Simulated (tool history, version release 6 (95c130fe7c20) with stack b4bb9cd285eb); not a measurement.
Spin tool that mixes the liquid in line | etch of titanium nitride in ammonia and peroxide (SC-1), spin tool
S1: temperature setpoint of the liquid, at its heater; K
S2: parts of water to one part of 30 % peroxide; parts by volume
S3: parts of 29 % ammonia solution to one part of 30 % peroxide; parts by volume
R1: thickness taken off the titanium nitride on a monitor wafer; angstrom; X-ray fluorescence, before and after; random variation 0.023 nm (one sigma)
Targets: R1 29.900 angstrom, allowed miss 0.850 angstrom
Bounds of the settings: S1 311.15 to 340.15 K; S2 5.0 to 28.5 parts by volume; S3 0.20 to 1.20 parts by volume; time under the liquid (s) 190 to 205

run 1 hour=0.0 | S1=324.15 S2=15.5 S3=0.70 time_under_the_liquid_(s)=190 | R1=66.894
run 2 hour=6.0 | S1=322.15 S2=15.5 S3=0.70 time_under_the_liquid_(s)=190 | R1=59.893
run 3 hour=12.5 | S1=320.15 S2=15.5 S3=0.70 time_under_the_liquid_(s)=190 | R1=50.772
run 4 hour=13.4 | S1=319.15 S2=15.5 S3=0.70 time_under_the_liquid_(s)=190 | R1=47.553
run 5 hour=15.9 | S1=318.15 S2=15.5 S3=0.70 time_under_the_liquid_(s)=190 | R1=44.090
run 6 hour=24.2 | S1=317.15 S2=15.5 S3=0.70 time_under_the_liquid_(s)=190 | R1=41.163
run 7 hour=30.9 | S1=316.65 S2=15.5 S3=0.70 time_under_the_liquid_(s)=190 | R1=40.145
run 8 hour=39.4 | S1=316.15 S2=15.5 S3=0.70 time_under_the_liquid_(s)=190 | R1=38.707
run 9 hour=42.5 | S1=311.65 S2=15.5 S3=0.70 time_under_the_liquid_(s)=190 | R1=27.658

Which of these 5 next moves meets every target?
run A hour=45.6 | S1=312.65 S2=18.5 S3=0.50 time_under_the_liquid_(s)=205 | R1=?
run B hour=45.6 | S1=313.15 S2=16.0 S3=1.00 time_under_the_liquid_(s)=190 | R1=?
run C hour=45.6 | S1=312.15 S2=17.0 S3=0.95 time_under_the_liquid_(s)=200 | R1=?
run D hour=45.6 | S1=311.65 S2=16.5 S3=0.85 time_under_the_liquid_(s)=195 | R1=?
run E hour=45.6 | S1=311.15 S2=15.0 S3=0.80 time_under_the_liquid_(s)=190 | R1=?

move=A R1=27.395
move=B R1=32.246
move=C R1=30.239
move=D R1=28.317
move=E R1=27.683
A: further off than the last run
B: takes the result that was furthest off past its target
C: meets every target
D: nearer than the last run, and not there yet
E: as far off as the last run
The right move is C.

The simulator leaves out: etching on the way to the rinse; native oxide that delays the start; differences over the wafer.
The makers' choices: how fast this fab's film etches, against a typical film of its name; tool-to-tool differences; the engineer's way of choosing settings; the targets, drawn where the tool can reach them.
